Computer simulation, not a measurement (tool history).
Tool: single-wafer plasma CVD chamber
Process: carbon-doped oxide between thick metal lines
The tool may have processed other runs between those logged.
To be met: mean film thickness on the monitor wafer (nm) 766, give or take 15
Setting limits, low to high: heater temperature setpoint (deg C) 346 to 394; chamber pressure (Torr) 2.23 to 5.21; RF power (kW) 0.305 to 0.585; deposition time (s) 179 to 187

run	hour	heater temperature setpoint (deg C)	chamber pressure (Torr)	RF power (kW)	deposition time (s)	mean film thickness on the monitor wafer (nm)
1	0	370	3.72	0.445	187	698.03
2	6.7	370	3.4	0.445	187	693.93
3	13.8	380	3.4	0.445	187	684.99
4	16.2	380	3.51	0.465	187	707.84
5	18.2	380	3.61	0.48	187	713.79
6	24.1	380	3.61	0.44	187	684.2
7	27.3	379	3.7	0.465	187	702.59
8	29.2	378	3.7	0.485	187	724.3
9	29.9	378	3.7	0.485	187	716.25
10	31.7	377	3.71	0.505	187	738.86
11	33.2	377	3.72	0.515	187	742.97

Which single option among these 5 for the next run brings every result within its allowed miss of target? Just one does.
A	34.7	376	2.56	0.54	180	?
B	34.7	371	3.64	0.555	185	?
C	34.7	383	3.59	0.505	187	?
D	34.7	370	3.87	0.57	187	?
E	34.7	378	3.47	0.53	184	?

move	mean film thickness on the monitor wafer (nm)
A	705.32
B	768.94
C	724.09
D	795.23
E	732.96
A: misses by more than the last run did
B: meets every target
C: misses by more than the last run did
D: pushes the last run's worst result past its target
E: misses by more than the last run did
Answer: B
